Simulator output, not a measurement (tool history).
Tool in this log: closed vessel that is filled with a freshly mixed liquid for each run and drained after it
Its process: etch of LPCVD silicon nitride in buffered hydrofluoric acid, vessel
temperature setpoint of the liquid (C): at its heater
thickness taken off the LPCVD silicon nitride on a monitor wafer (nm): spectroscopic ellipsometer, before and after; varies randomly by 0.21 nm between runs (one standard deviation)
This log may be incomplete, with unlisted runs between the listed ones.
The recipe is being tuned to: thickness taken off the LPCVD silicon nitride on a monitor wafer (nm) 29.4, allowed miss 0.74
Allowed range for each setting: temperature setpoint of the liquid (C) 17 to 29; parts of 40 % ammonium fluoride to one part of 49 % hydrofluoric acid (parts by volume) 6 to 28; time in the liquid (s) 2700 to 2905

run	day	temperature setpoint of the liquid (C)	parts of 40 % ammonium fluoride to one part of 49 % hydrofluoric acid (parts by volume)	time in the liquid (s)	thickness taken off the LPCVD silicon nitride on a monitor wafer (nm)
1	0	21	17	2700	23.479
2	0.088	22	17	2700	24.355
3	0.296	22	17	2905	26.264
4	0.654	20	17	2905	23.542
5	0.975	23	17	2905	28.162
6	1.075	23	17	2700	26.127
7	1.446	23.5	17	2700	26.633
8	1.733	23.5	17	2700	26.362
9	1.929	23.5	17	2700	26.64
# day 2.15: thermometer replaced
10	2.15	24	17	2700	24.008
11	2.221	24	16.5	2700	24.739
12	2.525	25	16.5	2745	26.812
13	2.767	25.5	16.5	2745	27.486
14	2.938	26	16.5	2745	28.399

Next run, 4 choices. One meets every target within its allowed miss, the rest don't. Which?
A	3.108	25.5	16.5	2830	?
B	3.108	25.5	15	2700	?
C	3.108	25	16	2710	?
D	3.108	27	17.5	2700	?

move	thickness taken off the LPCVD silicon nitride on a monitor wafer (nm)
A	28.232
B	29.581
C	27.121
D	27.561
A: misses by more than the last run did
B: every result within its allowed miss
C: misses by more than the last run did
D: misses by more than the last run did
So the answer is move B, the one that meets all the targets.
